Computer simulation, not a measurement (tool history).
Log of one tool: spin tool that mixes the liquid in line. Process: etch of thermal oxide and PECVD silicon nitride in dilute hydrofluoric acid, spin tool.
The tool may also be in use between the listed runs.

| run | hour | temperature setpoint of the liquid (K) | parts of water to one part of 49 % hydrofluoric acid (parts by volume) | time under the liquid (s) | thickness taken off the thermal oxide on a monitor wafer (Å) | thickness taken off the PECVD silicon nitride on a monitor wafer (Å) |
|---|---|---|---|---|---|---|
| 1 | 0.0 | 298.15 | 110 | 180 | 65.882 | 54.646 |
| 2 | 7.6 | 298.15 | 110 | 245 | 90.010 | 74.125 |
| 3 | 16.3 | 298.15 | 115 | 245 | 85.132 | 71.708 |
| 4 | 19.3 | 295.15 | 115 | 245 | 75.027 | 58.095 |
| 5 | 20.8 | 295.65 | 115 | 245 | 77.443 | 59.918 |
| 6 | 22.1 | 296.15 | 115 | 245 | 78.693 | 61.567 |
| 7 | 23.2 | 296.65 | 115 | 245 | 80.053 | 64.552 |
| 8 | 25.8 | 297.15 | 115 | 245 | 81.250 | 67.334 |
| 9 | 27.3 | 297.65 | 120 | 245 | 78.975 | 65.431 |

The next listed run, before its measurement:
|  | 35.9 | hydrofluoric acid flow meter replaced |
| 10 | 35.9 | 298.65 | 120 | 245 | ? | ? |

thickness taken off the thermal oxide on a monitor wafer (Å): 89.651
thickness taken off the PECVD silicon nitride on a monitor wafer (Å): 75.173
